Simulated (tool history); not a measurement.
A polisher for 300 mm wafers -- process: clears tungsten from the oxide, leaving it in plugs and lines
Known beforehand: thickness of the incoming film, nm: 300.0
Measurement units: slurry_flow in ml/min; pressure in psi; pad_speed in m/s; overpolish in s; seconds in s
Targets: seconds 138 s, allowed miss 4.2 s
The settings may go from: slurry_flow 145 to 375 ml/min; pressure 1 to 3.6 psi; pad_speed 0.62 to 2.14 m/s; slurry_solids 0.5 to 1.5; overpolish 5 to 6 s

Run 1, hour 0: slurry_flow 240 ml/min, pressure 2.3 psi, pad_speed 1.38 m/s, slurry_solids 1, overpolish 6 s. Result: seconds 75.12 s.
Run 2, hour 8.3: slurry_flow 215 ml/min, pressure 2.3 psi, pad_speed 1.38 m/s, slurry_solids 1, overpolish 6 s. Result: seconds 74.346 s.
Run 3, hour 15.4: slurry_flow 215 ml/min, pressure 2.1 psi, pad_speed 1.36 m/s, slurry_solids 1, overpolish 6 s. Result: seconds 84.383 s.
Run 4, hour 24.1: slurry_flow 215 ml/min, pressure 2.1 psi, pad_speed 1.36 m/s, slurry_solids 1, overpolish 5 s. Result: seconds 84.088 s.
Run 5, hour 24.7: slurry_flow 215 ml/min, pressure 2.1 psi, pad_speed 1.36 m/s, slurry_solids 0.85, overpolish 5 s. Result: seconds 85.363 s.
Run 6, hour 28.4: slurry_flow 215 ml/min, pressure 1.9 psi, pad_speed 1.36 m/s, slurry_solids 0.85, overpolish 5 s. Result: seconds 94.313 s.
Run 7, hour 34: slurry_flow 215 ml/min, pressure 1.8 psi, pad_speed 1.36 m/s, slurry_solids 0.85, overpolish 5 s. Result: seconds 98.144 s.
Run 8, hour 40.3: slurry_flow 215 ml/min, pressure 1.7 psi, pad_speed 1.36 m/s, slurry_solids 0.85, overpolish 5 s. Result: seconds 106.76 s.
Run 9, hour 47.3: slurry_flow 215 ml/min, pressure 1.6 psi, pad_speed 1.36 m/s, slurry_solids 0.85, overpolish 5 s. Result: seconds 110.84 s.
Run 10, hour 53.3: slurry_flow 215 ml/min, pressure 1.5 psi, pad_speed 1.36 m/s, slurry_solids 0.85, overpolish 5 s. Result: seconds 116.58 s.
Run 11, hour 54.5: slurry_flow 210 ml/min, pressure 1.1 psi, pad_speed 1.36 m/s, slurry_solids 0.85, overpolish 5 s. Result: seconds 157.24 s.
Run 12, hour 58.8: slurry_flow 280 ml/min, pressure 1.3 psi, pad_speed 1.36 m/s, slurry_solids 0.85, overpolish 5 s. Result: seconds 131.57 s.
Run 13, hour 67.5: slurry_flow 280 ml/min, pressure 1.2 psi, pad_speed 1.36 m/s, slurry_solids 0.85, overpolish 5 s. Result: seconds 143.59 s.
Run 14, hour 72.9: slurry_flow 285 ml/min, pressure 1.3 psi, pad_speed 1.36 m/s, slurry_solids 0.85, overpolish 5 s. Result: seconds 133.51 s.
Run 15, hour 81: slurry_flow 285 ml/min, pressure 1.2 psi, pad_speed 1.36 m/s, slurry_solids 0.85, overpolish 5 s. Result: seconds 145.13 s.
Run 16, hour 82.8: slurry_flow 295 ml/min, pressure 1.3 psi, pad_speed 1.36 m/s, slurry_solids 0.85, overpolish 5 s. Result: seconds 132.6 s.
Run 17, hour 87.1: slurry_flow 295 ml/min, pressure 1.2 psi, pad_speed 1.36 m/s, slurry_solids 0.85, overpolish 5 s. Result: seconds 142.25 s.

Consider the 4 candidate settings below. Which is the only one whose results all fall within their allowed miss of target?
Run A, hour 91.4: slurry_flow 310 ml/min, pressure 1.3 psi, pad_speed 1.2 m/s, slurry_solids 0.85, overpolish 6 s. Result: seconds ?.
Run B, hour 91.4: slurry_flow 315 ml/min, pressure 1.4 psi, pad_speed 1.1 m/s, slurry_solids 0.8, overpolish 5 s. Result: seconds ?.
Run C, hour 91.4: slurry_flow 330 ml/min, pressure 1 psi, pad_speed 1.62 m/s, slurry_solids 1.05, overpolish 5 s. Result: seconds ?.
Run D, hour 91.4: slurry_flow 360 ml/min, pressure 1.1 psi, pad_speed 1.4 m/s, slurry_solids 0.85, overpolish 5 s. Result: seconds ?.

move  seconds
   A   149.16
   B   152.69
   C   136.64
   D   149.06
A: the biggest miss grows against the last run
B: the biggest miss grows against the last run
C: every result lands within tolerance
D: the biggest miss grows against the last run
Correct choice: C, which meets every target
